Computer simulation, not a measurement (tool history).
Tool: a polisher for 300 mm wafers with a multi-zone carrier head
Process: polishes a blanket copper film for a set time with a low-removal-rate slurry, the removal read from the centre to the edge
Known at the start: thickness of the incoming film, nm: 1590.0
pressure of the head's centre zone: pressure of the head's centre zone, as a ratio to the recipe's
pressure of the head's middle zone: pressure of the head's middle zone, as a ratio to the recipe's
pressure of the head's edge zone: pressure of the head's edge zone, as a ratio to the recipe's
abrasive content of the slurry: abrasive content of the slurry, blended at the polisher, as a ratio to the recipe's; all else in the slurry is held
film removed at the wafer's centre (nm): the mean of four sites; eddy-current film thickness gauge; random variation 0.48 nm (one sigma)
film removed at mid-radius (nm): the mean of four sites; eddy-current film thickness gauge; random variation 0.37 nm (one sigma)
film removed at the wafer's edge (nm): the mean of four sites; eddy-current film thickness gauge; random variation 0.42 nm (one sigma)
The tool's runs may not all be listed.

run  hour  flow of slurry (ml/min)  pressure of the head's centre zone  pressure of the head's middle zone  pressure of the head's edge zone  abrasive content of the slurry  polishing time (s)  film removed at the wafer's centre (nm)  film removed at mid-radius (nm)  film removed at the wafer's edge (nm)
  1   0.0                      155                                1.00                                1.00                              1.00                            1.00                  33                                   60.977                           60.638                                 61.339
  2   8.5                      180                                1.00                                1.00                              1.00                            1.00                  33                                   62.670                           62.470                                 62.366
  3  10.6                      175                                0.98                                0.98                              0.96                            0.85                  31                                   55.759                           54.954                                 56.540
  4  11.4                      175                                0.91                                0.98                              0.96                            0.85                  31                                   53.188                           55.233                                 57.025
  5  12.7                      155                                0.91                                0.98                              0.96                            0.85                  31                                   49.524                           53.695                                 55.136
  6  18.0                      145                                0.93                                0.98                              0.92                            0.75                  30                                   48.130                           50.925                                 51.688
  7  18.7                      140                                0.94                                0.98                              0.90                            0.70                  29                                   45.726                           48.166                                 48.055
  8  24.4                      130                                0.94                                0.97                              0.88                            0.65                  29                                   45.323                           46.686                                 46.774
  9  25.2                      125                                0.93                                0.97                              0.86                            0.60                  29                                   43.247                           45.575                                 44.879
 10  33.9                      120                                0.93                                0.96                              0.85                            0.55                  29                                   42.042                           44.657                                 44.225
 11  38.2                      115                                0.93                                0.95                              0.84                            0.55                  29                                   42.231                           42.889                                 42.522

The next listed run, before its measurement:
 12  42.0                      110                                0.92                                0.95                              0.84                            0.55                  29                                        ?                                ?                                      ?

Run 12 gave film removed at the wafer's centre (nm) 40.557, film removed at mid-radius (nm) 42.252, film removed at the wafer's edge (nm) 43.466.
